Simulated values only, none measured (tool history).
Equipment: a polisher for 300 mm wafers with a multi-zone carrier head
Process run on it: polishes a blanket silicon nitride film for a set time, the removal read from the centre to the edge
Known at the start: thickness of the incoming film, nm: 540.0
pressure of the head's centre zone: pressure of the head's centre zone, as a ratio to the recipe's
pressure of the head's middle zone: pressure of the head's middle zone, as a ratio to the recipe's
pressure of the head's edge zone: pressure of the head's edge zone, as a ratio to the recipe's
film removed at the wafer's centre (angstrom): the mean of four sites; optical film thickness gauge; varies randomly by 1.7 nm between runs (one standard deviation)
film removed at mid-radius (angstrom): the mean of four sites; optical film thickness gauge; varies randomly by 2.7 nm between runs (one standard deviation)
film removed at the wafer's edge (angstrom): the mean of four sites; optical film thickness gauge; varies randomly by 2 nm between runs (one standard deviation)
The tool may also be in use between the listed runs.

| run | hour | flow of slurry (ml/min) | pressure of the head's centre zone | pressure of the head's middle zone | pressure of the head's edge zone | polishing time (s) | film removed at the wafer's centre (angstrom) | film removed at mid-radius (angstrom) | film removed at the wafer's edge (angstrom) |
|---|---|---|---|---|---|---|---|---|---|
| 1 | 0.0 | 170 | 1.00 | 1.00 | 1.00 | 71 | 1506.6 | 1498.5 | 1502.3 |
| 2 | 8.2 | 170 | 0.99 | 1.00 | 1.02 | 73 | 1533.1 | 1564.3 | 1583.3 |
| 3 | 14.5 | 170 | 0.93 | 1.00 | 1.02 | 73 | 1445.3 | 1565.4 | 1554.2 |
| 4 | 17.5 | 170 | 0.93 | 1.00 | 1.04 | 75 | 1503.5 | 1613.6 | 1628.6 |
| 5 | 22.6 | 170 | 0.93 | 1.05 | 1.04 | 75 | 1513.1 | 1644.7 | 1626.8 |
| 6 | 30.8 | 170 | 0.92 | 1.04 | 1.06 | 76 | 1482.1 | 1669.7 | 1674.0 |

What does the tool deliver on the next run?
| 7 | 35.5 | 175 | 0.92 | 1.04 | 1.07 | 77 | ? | ? | ? |

{"run 7": {"film removed at the wafer's centre (angstrom)": 1501.3, "film removed at mid-radius (angstrom)": 1718.0, "film removed at the wafer's edge (angstrom)": 1679.0}}
